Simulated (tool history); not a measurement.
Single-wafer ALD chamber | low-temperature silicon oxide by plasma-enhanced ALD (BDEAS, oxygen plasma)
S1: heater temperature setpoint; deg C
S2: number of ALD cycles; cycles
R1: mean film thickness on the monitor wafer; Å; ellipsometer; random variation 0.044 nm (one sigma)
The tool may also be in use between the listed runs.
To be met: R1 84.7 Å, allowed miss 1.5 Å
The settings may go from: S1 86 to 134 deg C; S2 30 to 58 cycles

run 1 day=0 | S1=110 S2=44 | R1=66.193
run 2 day=0.158 | S1=109 S2=46 | R1=69.498
run 3 day=0.362 | S1=109 S2=40 | R1=60.757
run 4 day=0.717 | S1=102 S2=40 | R1=61.168
run 5 day=0.825 | S1=101 S2=43 | R1=66.239
run 6 day=1.146 | S1=101 S2=46 | R1=70.806
run 7 day=1.312 | S1=100 S2=47 | R1=72.65
run 8 day=1.529 | S1=99 S2=48 | R1=73.87
run 9 day=1.9 | S1=99 S2=49 | R1=75.782
run 10 day=2.25 | S1=98 S2=50 | R1=77.804

4 next moves are on the table. One of them brings every result within its allowed miss. Which?
run A day=2.6 | S1=97 S2=47 | R1=?
run B day=2.6 | S1=92 S2=44 | R1=?
run C day=2.6 | S1=96 S2=54 | R1=?
run D day=2.6 | S1=99 S2=48 | R1=?

move=A R1=73.595
move=B R1=70.247
move=C R1=84.887
move=D R1=74.572
A: further off than the last run
B: further off than the last run
C: meets every target
D: further off than the last run
Answer: C
